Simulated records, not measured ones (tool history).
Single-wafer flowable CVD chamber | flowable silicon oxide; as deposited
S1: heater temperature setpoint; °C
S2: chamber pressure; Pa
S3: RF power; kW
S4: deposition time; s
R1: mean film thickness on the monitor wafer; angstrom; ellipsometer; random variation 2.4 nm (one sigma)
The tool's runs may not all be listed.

{"run": 1, "hour": 0.0, "S1": 105, "S2": 127.2, "S3": 1.565, "S4": 670, "R1": 3726.6}
{"run": 2, "hour": 1.5, "S1": 105, "S2": 127.2, "S3": 1.7, "S4": 670, "R1": 3810.5}
{"run": 3, "hour": 4.6, "S1": 105, "S2": 114.5, "S3": 1.7, "S4": 670, "R1": 3452.0}
{"run": 4, "hour": 12.4, "S1": 105, "S2": 129.2, "S3": 1.7, "S4": 670, "R1": 3845.2}
{"run": 5, "hour": 16.7, "S1": 105, "S2": 129.2, "S3": 1.7, "S4": 670, "R1": 3887.0}
{"run": 6, "hour": 17.9, "S1": 105, "S2": 118.9, "S3": 1.7, "S4": 670, "R1": 3529.9}
{"run": 7, "hour": 21.8, "S1": 103, "S2": 119.1, "S3": 1.7, "S4": 670, "R1": 3843.7}
{"run": 8, "hour": 29.1, "S1": 103, "S2": 119.1, "S3": 1.7, "S4": 670, "R1": 3835.1}

The next listed run, before its measurement:
{"run": 9, "hour": 31.6, "S1": 102, "S2": 119.1, "S3": 1.7, "S4": 670, "R1": "?"}

R1: 3966.7 angstrom
